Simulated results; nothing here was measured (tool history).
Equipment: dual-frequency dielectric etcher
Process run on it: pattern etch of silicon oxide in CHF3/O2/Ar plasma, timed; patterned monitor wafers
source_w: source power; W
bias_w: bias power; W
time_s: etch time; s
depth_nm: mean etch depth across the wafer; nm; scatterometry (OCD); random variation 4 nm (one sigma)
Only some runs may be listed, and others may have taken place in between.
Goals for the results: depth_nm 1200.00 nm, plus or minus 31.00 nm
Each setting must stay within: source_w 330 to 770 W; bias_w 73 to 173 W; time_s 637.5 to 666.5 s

run  hour  source_w  bias_w  time_s  depth_nm
  1   0.0       550     123   637.5    983.79
  2   3.9       590     123   637.5   1003.50
  3   6.5       590     135   637.5   1037.90
  4   9.3       540     135   637.5   1012.90
  5  16.9       540     135   666.5   1058.90
  6  19.3       540     135   637.5   1010.30
  7  27.4       650     153   646.0   1135.60
  8  30.8       660     154   646.5   1138.00
  9  37.3       670     155   647.0   1148.10

5 candidate next runs follow, results not yet known. Just one meets every target within its allowed miss. Identify it.
  A  43.8       670     151   645.0         ?
  B  43.8       540     163   650.5         ?
  C  43.8       630     173   654.0         ?
  D  43.8       660     135   648.0         ?
  E  43.8       600     152   646.0         ?

move  depth_nm
   A   1128.50
   B   1101.60
   C   1181.30
   D   1084.50
   E   1097.80
A: further off than the last run
B: further off than the last run
C: meets every target
D: further off than the last run
E: further off than the last run
The move that meets every target is C.

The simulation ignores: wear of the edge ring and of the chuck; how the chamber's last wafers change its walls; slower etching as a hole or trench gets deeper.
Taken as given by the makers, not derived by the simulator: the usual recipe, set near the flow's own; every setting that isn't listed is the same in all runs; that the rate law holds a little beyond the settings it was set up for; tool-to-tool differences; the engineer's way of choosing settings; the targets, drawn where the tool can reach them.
